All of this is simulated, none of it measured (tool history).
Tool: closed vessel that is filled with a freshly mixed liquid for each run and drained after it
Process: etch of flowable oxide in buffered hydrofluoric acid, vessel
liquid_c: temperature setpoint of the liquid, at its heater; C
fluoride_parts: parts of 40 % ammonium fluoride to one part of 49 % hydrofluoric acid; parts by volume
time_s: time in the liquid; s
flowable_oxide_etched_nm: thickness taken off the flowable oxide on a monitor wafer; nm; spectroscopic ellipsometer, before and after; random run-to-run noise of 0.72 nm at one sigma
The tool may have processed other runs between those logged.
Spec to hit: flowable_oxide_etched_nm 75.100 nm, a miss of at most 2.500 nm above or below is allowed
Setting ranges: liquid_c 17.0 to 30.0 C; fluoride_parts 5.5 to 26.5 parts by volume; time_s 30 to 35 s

run    day  liquid_c  fluoride_parts  time_s  flowable_oxide_etched_nm
  1  0.000      22.0            16.0      35                    50.644
  2  0.358      24.5            16.0      35                    57.815
  3  0.625      26.0            16.0      35                    63.503
  4  0.817      27.0            16.0      35                    66.138
  5  1.038      27.0            11.5      35                    92.543
  6  1.142      26.0            11.5      35                    87.416
     1.250  -- hydrofluoric acid flow meter replaced
  7  1.250      25.0            11.5      35                    93.040
  8  1.400      23.5            11.5      35                    86.647
  9  1.496      23.5            11.5      35                    87.295
 10  1.846      22.5            11.5      35                    83.615

4 candidate next runs follow, results not yet known. Just one meets every target within its allowed miss. Identify it.
  A  2.196      24.0            11.0      35                         ?
  B  2.196      23.5            11.5      30                         ?
  C  2.196      23.5            11.0      35                         ?
  D  2.196      26.0            12.0      35                         ?

move  flowable_oxide_etched_nm
   A                    91.201
   B                    72.837
   C                    88.743
   D                    93.367
A: moves away from the targets compared with the last run
B: meets every target
C: moves away from the targets compared with the last run
D: moves away from the targets compared with the last run
The move that meets every target is B.
